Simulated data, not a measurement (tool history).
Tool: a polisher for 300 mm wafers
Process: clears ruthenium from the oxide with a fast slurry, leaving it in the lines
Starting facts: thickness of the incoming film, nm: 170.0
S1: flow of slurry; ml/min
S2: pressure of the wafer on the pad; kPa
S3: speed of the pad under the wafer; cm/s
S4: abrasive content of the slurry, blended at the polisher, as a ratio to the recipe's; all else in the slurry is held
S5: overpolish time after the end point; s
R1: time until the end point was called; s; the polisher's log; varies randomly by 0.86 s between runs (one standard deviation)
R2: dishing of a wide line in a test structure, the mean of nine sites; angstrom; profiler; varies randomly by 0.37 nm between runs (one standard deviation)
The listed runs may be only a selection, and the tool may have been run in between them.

run 1 hour=0 | S1=190 S2=13.8 S3=84 S4=1 S5=28 | R1=69.865 R2=341.23
run 2 hour=6.8 | S1=190 S2=14.5 S3=84 S4=1 S5=24 | R1=67.783 R2=310.38
run 3 hour=10 | S1=190 S2=14.5 S3=84 S4=0.8 S5=24 | R1=76.612 R2=290.07
run 4 hour=18.3 | S1=190 S2=14.5 S3=84 S4=0.8 S5=17 | R1=75.41 R2=232.13
run 5 hour=19.2 | S1=190 S2=14.5 S3=84 S4=0.8 S5=8 | R1=77.222 R2=129.3
run 6 hour=20.7 | S1=190 S2=17.2 S3=84 S4=0.8 S5=8 | R1=64.543 R2=147.79
run 7 hour=25 | S1=190 S2=17.9 S3=84 S4=0.8 S5=9 | R1=62.121 R2=164.01

What will run 8 give?
run 8 hour=32.8 | S1=190 S2=18.6 S3=84 S4=0.8 S5=10 | R1=? R2=?

Run 8 gave R1 60.026 s, R2 189.22 angstrom.
